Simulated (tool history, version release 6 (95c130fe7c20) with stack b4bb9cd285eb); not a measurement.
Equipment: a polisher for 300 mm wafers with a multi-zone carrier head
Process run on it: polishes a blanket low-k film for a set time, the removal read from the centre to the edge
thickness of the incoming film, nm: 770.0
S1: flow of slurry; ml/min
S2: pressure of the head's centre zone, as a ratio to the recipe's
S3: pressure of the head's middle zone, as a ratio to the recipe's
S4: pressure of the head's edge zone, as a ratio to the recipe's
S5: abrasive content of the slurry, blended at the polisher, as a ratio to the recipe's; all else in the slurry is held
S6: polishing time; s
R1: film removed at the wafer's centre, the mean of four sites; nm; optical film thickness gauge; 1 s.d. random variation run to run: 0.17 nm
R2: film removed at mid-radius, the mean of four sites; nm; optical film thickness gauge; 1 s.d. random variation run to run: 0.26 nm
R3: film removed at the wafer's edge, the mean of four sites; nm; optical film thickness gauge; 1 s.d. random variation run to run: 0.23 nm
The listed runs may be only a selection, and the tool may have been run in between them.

{"run": 1, "hour": 0.0, "S1": 180, "S2": 1.0, "S3": 1.0, "S4": 1.0, "S5": 1.0, "S6": 90, "R1": 28.817, "R2": 29.215, "R3": 28.076}
{"run": 2, "hour": 5.5, "S1": 180, "S2": 1.01, "S3": 0.98, "S4": 0.98, "S5": 0.95, "S6": 90, "R1": 27.79, "R2": 27.329, "R3": 27.103}
{"run": 3, "hour": 9.6, "S1": 180, "S2": 1.01, "S3": 1.02, "S4": 0.98, "S5": 0.95, "S6": 90, "R1": 28.045, "R2": 27.685, "R3": 27.274}
{"run": 4, "hour": 16.5, "S1": 180, "S2": 1.01, "S3": 1.02, "S4": 0.98, "S5": 0.8, "S6": 90, "R1": 25.209, "R2": 25.559, "R3": 24.398}
{"run": 5, "hour": 18.6, "S1": 180, "S2": 1.01, "S3": 1.08, "S4": 0.98, "S5": 0.8, "S6": 90, "R1": 24.839, "R2": 27.166, "R3": 24.66}
{"run": 6, "hour": 23.2, "S1": 175, "S2": 1.02, "S3": 1.06, "S4": 0.96, "S5": 0.8, "S6": 90, "R1": 25.273, "R2": 25.703, "R3": 23.913}
{"run": 7, "hour": 30.2, "S1": 170, "S2": 1.02, "S3": 1.04, "S4": 0.95, "S5": 0.8, "S6": 90, "R1": 25.176, "R2": 25.345, "R3": 23.625}
{"run": 8, "hour": 35.1, "S1": 165, "S2": 1.02, "S3": 1.02, "S4": 0.94, "S5": 0.8, "S6": 90, "R1": 24.989, "R2": 24.824, "R3": 24.022}
{"run": 9, "hour": 42.7, "S1": 165, "S2": 1.03, "S3": 1.01, "S4": 0.93, "S5": 0.8, "S6": 90, "R1": 25.232, "R2": 24.862, "R3": 23.606}
{"run": 10, "hour": 49.3, "S1": 160, "S2": 1.04, "S3": 0.99, "S4": 0.92, "S5": 0.8, "S6": 90, "R1": 25.064, "R2": 24.652, "R3": 23.522}
{"run": 11, "hour": 56.4, "S1": 160, "S2": 1.06, "S3": 0.97, "S4": 0.91, "S5": 0.8, "S6": 90, "R1": 26.186, "R2": 24.191, "R3": 23.438}
{"run": 12, "hour": 60.1, "S1": 155, "S2": 1.06, "S3": 0.95, "S4": 0.9, "S5": 0.8, "S6": 90, "R1": 25.741, "R2": 23.006, "R3": 23.353}
{"run": 13, "hour": 66.3, "S1": 155, "S2": 1.07, "S3": 0.95, "S4": 0.89, "S5": 0.8, "S6": 90, "R1": 26.326, "R2": 22.745, "R3": 22.573}
{"run": 14, "hour": 73.6, "S1": 150, "S2": 1.07, "S3": 0.94, "S4": 0.88, "S5": 0.8, "S6": 90, "R1": 25.587, "R2": 22.629, "R3": 22.998}

What will run 15 give?
{"run": 15, "hour": 77.8, "S1": 150, "S2": 1.08, "S3": 0.94, "S4": 0.87, "S5": 0.8, "S6": 90, "R1": "?", "R2": "?", "R3": "?"}

R1: 25.788 nm
R2: 23.003 nm
R3: 22.926 nm

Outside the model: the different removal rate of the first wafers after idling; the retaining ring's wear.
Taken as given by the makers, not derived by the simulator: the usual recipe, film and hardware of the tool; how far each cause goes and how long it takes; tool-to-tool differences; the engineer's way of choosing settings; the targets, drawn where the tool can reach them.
